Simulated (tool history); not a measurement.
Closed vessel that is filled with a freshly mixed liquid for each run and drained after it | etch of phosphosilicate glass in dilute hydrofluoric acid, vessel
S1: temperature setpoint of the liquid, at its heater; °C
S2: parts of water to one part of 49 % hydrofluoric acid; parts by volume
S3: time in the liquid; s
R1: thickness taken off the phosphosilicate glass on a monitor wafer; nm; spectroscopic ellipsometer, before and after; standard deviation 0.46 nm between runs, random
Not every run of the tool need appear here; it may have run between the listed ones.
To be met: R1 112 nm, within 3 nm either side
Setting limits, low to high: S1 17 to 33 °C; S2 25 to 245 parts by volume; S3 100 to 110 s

run    day    S1   S2   S3      R1
  1      0    25  135  100  45.083
  2  0.108    27  115  100  58.681
  3  0.438    29  115  100  63.313
  4  0.521    29  135  100  52.874
  5  0.758    30  120  100  62.637
  6  0.838    30  120  100  62.641
  7  1.104  30.5  105  100  74.527
  8  1.325    31   95  100  85.277
  9   1.55  31.5   90  100  91.613
 10  1.854    32   85  100  100.44

Which of these 5 next moves meets every target?
  A  2.158    29   75  100   ?
  B  2.158    33   75  100   ?
  C  2.158    33   80  110   ?
  D  2.158  31.5  100  100   ?
  E  2.158    30   75  105   ?

move      R1
   A  102.71
   B  119.95
   C  122.78
   D  81.978
   E  112.17
A: better than the last run, though not everything is in spec
B: takes the result that was furthest off past its target
C: takes the result that was furthest off past its target
D: further off than the last run
E: every result lands within tolerance
The right move is E.
